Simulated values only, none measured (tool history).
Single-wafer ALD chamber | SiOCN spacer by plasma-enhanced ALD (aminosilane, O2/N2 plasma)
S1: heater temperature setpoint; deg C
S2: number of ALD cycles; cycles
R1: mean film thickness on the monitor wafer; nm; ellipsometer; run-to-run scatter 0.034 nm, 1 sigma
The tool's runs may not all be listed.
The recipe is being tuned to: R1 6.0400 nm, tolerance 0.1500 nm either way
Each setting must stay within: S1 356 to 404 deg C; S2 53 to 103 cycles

{"run": 1, "hour": 0.0, "S1": 380, "S2": 78, "R1": 5.1549}
{"run": 2, "hour": 1.0, "S1": 380, "S2": 86, "R1": 5.6372}
{"run": 3, "hour": 8.5, "S1": 371, "S2": 86, "R1": 5.6365}
{"run": 4, "hour": 15.4, "S1": 371, "S2": 76, "R1": 4.9988}
{"run": 5, "hour": 18.9, "S1": 371, "S2": 85, "R1": 5.651}
{"run": 6, "hour": 24.4, "S1": 371, "S2": 86, "R1": 5.6709}
{"run": 7, "hour": 27.7, "S1": 371, "S2": 87, "R1": 5.6815}
{"run": 8, "hour": 36.2, "S1": 371, "S2": 88, "R1": 5.7712}
{"run": 9, "hour": 37.2, "S1": 371, "S2": 89, "R1": 5.8026}

4 candidate next runs follow, results not yet known. Just one meets every target within its allowed miss. Identify it.
{"run": "A", "hour": 38.2, "S1": 373, "S2": 85, "R1": "?"}
{"run": "B", "hour": 38.2, "S1": 372, "S2": 83, "R1": "?"}
{"run": "C", "hour": 38.2, "S1": 393, "S2": 85, "R1": "?"}
{"run": "D", "hour": 38.2, "S1": 366, "S2": 93, "R1": "?"}

move=A R1=5.6259
move=B R1=5.4935
move=C R1=5.6259
move=D R1=6.1554
A: its largest miss is bigger than the last run's
B: its largest miss is bigger than the last run's
C: its largest miss is bigger than the last run's
D: hits every target within its allowed miss
Move D is the one to make.
